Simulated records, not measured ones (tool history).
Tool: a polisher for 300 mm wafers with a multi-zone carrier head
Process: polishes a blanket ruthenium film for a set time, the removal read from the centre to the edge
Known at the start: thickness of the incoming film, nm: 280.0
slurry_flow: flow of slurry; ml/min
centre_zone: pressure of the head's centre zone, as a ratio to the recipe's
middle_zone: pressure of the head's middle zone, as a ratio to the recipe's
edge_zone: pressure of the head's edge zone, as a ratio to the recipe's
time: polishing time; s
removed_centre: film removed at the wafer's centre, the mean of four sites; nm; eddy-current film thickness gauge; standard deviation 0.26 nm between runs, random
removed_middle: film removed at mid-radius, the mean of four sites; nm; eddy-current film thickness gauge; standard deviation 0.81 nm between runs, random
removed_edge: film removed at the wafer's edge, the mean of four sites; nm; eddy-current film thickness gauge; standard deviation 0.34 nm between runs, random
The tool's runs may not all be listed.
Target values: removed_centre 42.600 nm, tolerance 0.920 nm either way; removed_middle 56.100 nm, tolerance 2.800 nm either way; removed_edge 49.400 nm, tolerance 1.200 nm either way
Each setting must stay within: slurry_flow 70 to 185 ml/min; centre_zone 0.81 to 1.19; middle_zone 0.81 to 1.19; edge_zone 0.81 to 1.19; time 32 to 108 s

| run | day | slurry_flow | centre_zone | middle_zone | edge_zone | time | removed_centre | removed_middle | removed_edge |
|---|---|---|---|---|---|---|---|---|---|
| 1 | 0.000 | 120 | 1.00 | 1.00 | 1.00 | 70 | 58.453 | 58.633 | 59.836 |
| 2 | 0.183 | 120 | 1.08 | 1.00 | 1.00 | 70 | 63.683 | 59.473 | 59.192 |
| 3 | 0.550 | 110 | 1.01 | 1.04 | 0.95 | 69 | 57.216 | 57.615 | 56.086 |
| 4 | 0.775 | 125 | 1.01 | 1.04 | 0.95 | 69 | 58.959 | 58.817 | 57.130 |
| 5 | 0.858 | 110 | 0.95 | 1.08 | 0.92 | 68 | 52.622 | 58.589 | 54.331 |
| 6 | 1.071 | 110 | 0.99 | 1.08 | 0.92 | 68 | 54.871 | 59.865 | 54.388 |
| 7 | 1.354 | 100 | 0.95 | 1.09 | 0.90 | 68 | 51.055 | 57.463 | 52.485 |
| 8 | 1.633 | 90 | 0.92 | 1.11 | 0.90 | 68 | 47.342 | 56.809 | 51.143 |
| 9 | 1.721 | 90 | 0.92 | 1.11 | 0.90 | 68 | 47.442 | 55.015 | 51.054 |
| 10 | 1.746 | 85 | 0.90 | 1.13 | 0.89 | 69 | 46.113 | 56.668 | 51.064 |
| 11 | 1.888 | 85 | 0.90 | 1.13 | 0.89 | 69 | 45.515 | 57.072 | 50.398 |
| 12 | 2.121 | 80 | 0.89 | 1.14 | 0.89 | 69 | 43.910 | 55.837 | 50.260 |
| 13 | 2.346 | 80 | 0.89 | 1.15 | 0.89 | 69 | 43.595 | 56.121 | 50.245 |
| 14 | 2.454 | 80 | 0.89 | 1.15 | 0.88 | 69 | 43.878 | 56.747 | 49.834 |

4 candidate next runs follow, results not yet known. Just one meets every target within its allowed miss. Identify it.
| A | 2.562 | 85 | 0.94 | 1.19 | 0.81 | 68 | ? | ? | ? |
| B | 2.562 | 90 | 0.85 | 1.15 | 0.83 | 70 | ? | ? | ? |
| C | 2.562 | 90 | 0.85 | 1.13 | 0.87 | 66 | ? | ? | ? |
| D | 2.562 | 90 | 0.90 | 1.17 | 0.91 | 68 | ? | ? | ? |

| move | removed_centre | removed_middle | removed_edge |
|---|---|---|---|
| A | 46.863 | 58.707 | 48.270 |
| B | 44.681 | 60.089 | 50.963 |
| C | 42.122 | 55.856 | 49.084 |
| D | 45.986 | 59.171 | 51.594 |
A: moves away from the targets compared with the last run
B: moves away from the targets compared with the last run
C: all results in spec
D: moves away from the targets compared with the last run
So the answer is move C, the one that meets all the targets.

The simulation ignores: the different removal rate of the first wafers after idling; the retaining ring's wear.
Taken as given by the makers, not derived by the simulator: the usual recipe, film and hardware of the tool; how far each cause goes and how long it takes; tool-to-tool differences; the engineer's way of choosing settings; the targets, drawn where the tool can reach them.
